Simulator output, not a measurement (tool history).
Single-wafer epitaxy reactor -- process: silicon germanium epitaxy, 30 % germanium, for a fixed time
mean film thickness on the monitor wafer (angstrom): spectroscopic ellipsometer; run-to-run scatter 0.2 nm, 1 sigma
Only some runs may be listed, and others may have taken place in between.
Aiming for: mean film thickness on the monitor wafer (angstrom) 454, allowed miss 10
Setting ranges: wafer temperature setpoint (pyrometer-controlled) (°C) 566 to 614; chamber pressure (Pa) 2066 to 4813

run    day  wafer temperature setpoint (pyrometer-controlled) (°C)  chamber pressure (Pa)  mean film thickness on the monitor wafer (angstrom)
  1      0                                                     590                   3440                                               530.85
  2  0.071                                                     587                   3426                                               504.22
  3    0.1                                                     587                   3760                                               518.94
  4  0.138                                                     585                   3746                                               498.12
  5  0.479                                                     583                   3733                                               482.28
  6  0.838                                                     582                   3733                                               476.56
     1.021  -- capacitance manometer re-zeroed and calibrated
  7  1.021                                                     581                   3733                                               470.79
  8  1.308                                                     580                   3733                                               468.33

Which of these 5 next moves meets every target?
  A  1.596                                                     584                   4093                                                    ?
  B  1.596                                                     586                   2773                                                    ?
  C  1.596                                                     576                   4160                                                    ?
  D  1.596                                                     580                   3866                                                    ?
  E  1.596                                                     581                   3786                                                    ?

move  mean film thickness on the monitor wafer (angstrom)
   A                                               511.41
   B                                               471.86
   C                                               449.36
   D                                               470.09
   E                                               475.03
A: misses by more than the last run did
B: misses by more than the last run did
C: hits every target within its allowed miss
D: misses by more than the last run did
E: misses by more than the last run did
So the answer is move C, the one that meets all the targets.
